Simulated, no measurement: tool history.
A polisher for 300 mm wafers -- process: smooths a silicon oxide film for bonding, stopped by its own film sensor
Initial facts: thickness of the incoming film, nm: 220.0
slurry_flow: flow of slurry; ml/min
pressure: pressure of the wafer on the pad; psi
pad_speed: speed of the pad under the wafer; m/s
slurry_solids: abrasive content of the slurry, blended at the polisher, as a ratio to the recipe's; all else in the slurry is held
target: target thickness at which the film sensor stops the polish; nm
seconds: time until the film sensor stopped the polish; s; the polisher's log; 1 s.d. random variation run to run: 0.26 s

run	day	slurry_flow	pressure	pad_speed	slurry_solids	target	seconds
1	0.000	185	2.5	1.04	1.0	199	27.127
2	0.333	185	2.5	1.18	1.0	199	25.471
3	0.471	185	2.8	1.18	1.0	199	23.421
4	0.804	185	2.9	1.20	1.0	199	22.059
5	0.950	185	3.0	1.22	1.0	199	20.149
6	1.158	185	2.6	1.22	1.0	199	24.049
7	1.475	185	2.7	1.24	1.0	199	22.876
8	1.508	185	2.8	1.26	1.0	199	21.744

The next listed run, before its measurement:
9	1.617	185	2.9	1.26	1.0	199	?

seconds: 20.484 s
